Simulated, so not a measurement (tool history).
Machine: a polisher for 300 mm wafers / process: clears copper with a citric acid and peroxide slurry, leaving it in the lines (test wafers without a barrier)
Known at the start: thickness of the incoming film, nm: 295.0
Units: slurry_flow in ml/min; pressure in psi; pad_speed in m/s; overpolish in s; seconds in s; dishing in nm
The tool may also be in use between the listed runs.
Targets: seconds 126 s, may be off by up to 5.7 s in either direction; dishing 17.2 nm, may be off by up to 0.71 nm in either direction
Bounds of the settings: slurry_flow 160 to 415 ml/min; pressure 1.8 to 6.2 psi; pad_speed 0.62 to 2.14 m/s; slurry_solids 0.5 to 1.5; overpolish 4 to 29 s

run,hour,slurry_flow,pressure,pad_speed,slurry_solids,overpolish,seconds,dishing
1,0,265,4,1.38,1,15,54.107,46.593
2,1.7,265,3.7,1.28,1,14,62.086,40.626
3,7.9,265,3.7,1.28,1,19,63.964,50.755
4,8.5,265,4.5,1.28,1,19,52.284,58.154
5,10.2,265,3.9,1.28,1,19,60.236,52.63
6,17.3,215,3.9,1.28,1,19,61.983,51.878
7,18.8,215,3.7,1.16,1,17,71.989,42.855
8,26.9,220,3.5,1.08,1,15,77.95,34.705
9,28.4,220,3.5,1.08,1,15,78.799,34.853
10,31,230,3.3,1.02,1,14,86.803,29.89
11,39.7,235,2.2,0.88,1,10,134.24,14.626
12,46.9,235,2.3,0.88,1,10,130.69,15.393

Which of these 4 next moves meets every target?
A,54.1,255,2.5,0.86,0.95,11,?,?
B,54.1,295,1.8,0.98,1,11,?,?
C,54.1,330,1.8,0.94,0.85,12,?,?
D,54.1,225,2,0.94,1.05,10,?,?

move,seconds,dishing
A,129.18,17.322
B,140.26,15.933
C,149.81,16.247
D,138.46,14.795
A: every result lands within tolerance
B: no better and no worse than the last run
C: moves away from the targets compared with the last run
D: moves away from the targets compared with the last run
Answer: A
